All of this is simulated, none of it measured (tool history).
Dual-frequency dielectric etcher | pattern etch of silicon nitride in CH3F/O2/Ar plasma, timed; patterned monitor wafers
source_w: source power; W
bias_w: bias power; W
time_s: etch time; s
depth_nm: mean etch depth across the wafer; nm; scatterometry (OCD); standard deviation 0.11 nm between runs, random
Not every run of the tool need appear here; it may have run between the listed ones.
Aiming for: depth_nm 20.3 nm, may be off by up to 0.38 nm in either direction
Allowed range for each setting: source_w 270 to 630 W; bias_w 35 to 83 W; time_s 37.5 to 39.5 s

| run | hour | source_w | bias_w | time_s | depth_nm |
|---|---|---|---|---|---|
| 1 | 0 | 450 | 59 | 37.5 | 25.951 |
| 2 | 3.3 | 450 | 69 | 37.5 | 26.744 |
| 3 | 9.9 | 390 | 57 | 37.5 | 23.562 |
| 4 | 14.4 | 350 | 56 | 37.5 | 21.864 |
| 5 | 16.9 | 350 | 63 | 37.5 | 22.152 |
| 6 | 24.6 | 420 | 63 | 37.5 | 25.2 |
| 7 | 31.4 | 380 | 62 | 37.5 | 23.669 |
| 8 | 38.1 | 350 | 61 | 37.5 | 22.073 |
| 9 | 43.3 | 330 | 61 | 37.5 | 20.937 |

4 next moves are on the table. One of them brings every result within its allowed miss. Which?
| A | 48.5 | 290 | 65 | 38 | ? |
| B | 48.5 | 290 | 70 | 39 | ? |
| C | 48.5 | 300 | 70 | 39.5 | ? |
| D | 48.5 | 300 | 61 | 37.5 | ? |

| move | depth_nm |
|---|---|
| A | 19.398 |
| B | 20.227 |
| C | 21.107 |
| D | 19.469 |
A: pushes the last run's worst result past its target
B: all results in spec
C: the biggest miss grows against the last run
D: pushes the last run's worst result past its target
Correct choice: B, which meets every target
